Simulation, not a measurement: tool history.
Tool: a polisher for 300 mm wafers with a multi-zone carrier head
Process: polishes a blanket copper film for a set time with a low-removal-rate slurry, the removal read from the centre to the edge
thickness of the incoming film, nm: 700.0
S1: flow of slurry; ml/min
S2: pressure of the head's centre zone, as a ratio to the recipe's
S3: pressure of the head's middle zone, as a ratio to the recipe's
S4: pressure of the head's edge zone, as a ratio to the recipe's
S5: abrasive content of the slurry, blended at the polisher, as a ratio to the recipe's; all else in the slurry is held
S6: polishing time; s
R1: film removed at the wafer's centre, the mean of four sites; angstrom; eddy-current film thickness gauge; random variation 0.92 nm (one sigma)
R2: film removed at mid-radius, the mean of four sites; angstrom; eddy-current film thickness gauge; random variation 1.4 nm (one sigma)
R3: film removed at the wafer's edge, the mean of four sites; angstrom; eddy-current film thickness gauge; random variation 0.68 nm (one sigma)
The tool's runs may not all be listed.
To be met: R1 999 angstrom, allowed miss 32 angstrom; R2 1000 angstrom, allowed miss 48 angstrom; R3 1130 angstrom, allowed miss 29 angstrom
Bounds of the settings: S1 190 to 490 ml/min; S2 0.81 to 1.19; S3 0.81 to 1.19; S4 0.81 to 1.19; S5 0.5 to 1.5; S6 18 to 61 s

run 1 hour=0 | S1=315 S2=1 S3=1 S4=1 S5=1 S6=39 | R1=1509.9 R2=1627 R3=1551.8
run 2 hour=4.6 | S1=315 S2=1 S3=1 S4=1 S5=1.1 S6=39 | R1=1543 R2=1630.2 R3=1572.5
run 3 hour=10.5 | S1=315 S2=1 S3=1.05 S4=1 S5=1.1 S6=39 | R1=1543.9 R2=1716.1 R3=1569.9
run 4 hour=14.2 | S1=310 S2=0.99 S3=1.01 S4=1 S5=1 S6=37 | R1=1442.6 R2=1529.6 R3=1468.9
run 5 hour=21.3 | S1=310 S2=0.99 S3=1.01 S4=1.04 S5=1 S6=37 | R1=1418.3 R2=1501.7 R3=1504.5
run 6 hour=24.4 | S1=310 S2=0.99 S3=0.95 S4=1.04 S5=1 S6=37 | R1=1438.8 R2=1470.3 R3=1490.3
run 7 hour=28.2 | S1=305 S2=0.97 S3=0.93 S4=1.04 S5=0.9 S6=36 | R1=1332.3 R2=1332.4 R3=1449.3
run 8 hour=29.1 | S1=305 S2=0.96 S3=0.93 S4=1.02 S5=0.85 S6=35 | R1=1257.5 R2=1276.2 R3=1374
run 9 hour=29.6 | S1=305 S2=0.95 S3=0.92 S4=0.99 S5=0.8 S6=35 | R1=1231 R2=1303.5 R3=1346.4
run 10 hour=31.7 | S1=300 S2=0.95 S3=0.9 S4=0.99 S5=0.75 S6=34 | R1=1200.9 R2=1221.1 R3=1299
run 11 hour=39.9 | S1=270 S2=0.85 S3=0.81 S4=0.9 S5=0.5 S6=32 | R1=942.48 R2=972.01 R3=1101.5
run 12 hour=45.1 | S1=275 S2=0.86 S3=0.81 S4=0.91 S5=0.5 S6=32 | R1=953.65 R2=964.36 R3=1094.1
run 13 hour=46.8 | S1=280 S2=0.86 S3=0.81 S4=0.92 S5=0.5 S6=32 | R1=961.98 R2=1000.2 R3=1112.5
run 14 hour=51.4 | S1=275 S2=0.87 S3=0.81 S4=0.92 S5=0.5 S6=32 | R1=947.07 R2=995.85 R3=1101.5

4 next moves are on the table. One of them brings every result within its allowed miss. Which?
run A hour=56 | S1=265 S2=0.86 S3=0.94 S4=0.99 S5=0.5 S6=30 | R1=? R2=? R3=?
run B hour=56 | S1=220 S2=0.88 S3=0.85 S4=0.97 S5=0.5 S6=30 | R1=? R2=? R3=?
run C hour=56 | S1=270 S2=0.87 S3=0.81 S4=0.88 S5=0.65 S6=32 | R1=? R2=? R3=?
run D hour=56 | S1=220 S2=0.89 S3=0.97 S4=1.13 S5=0.5 S6=30 | R1=? R2=? R3=?

move=A R1=878.01 R2=1033 R3=1056.8
move=B R1=880.87 R2=938.64 R3=1035.7
move=C R1=983.37 R2=1019.8 R3=1119.3
move=D R1=891.67 R2=1040.4 R3=1102.3
A: further off than the last run
B: further off than the last run
C: meets every target
D: further off than the last run
The right move is C.

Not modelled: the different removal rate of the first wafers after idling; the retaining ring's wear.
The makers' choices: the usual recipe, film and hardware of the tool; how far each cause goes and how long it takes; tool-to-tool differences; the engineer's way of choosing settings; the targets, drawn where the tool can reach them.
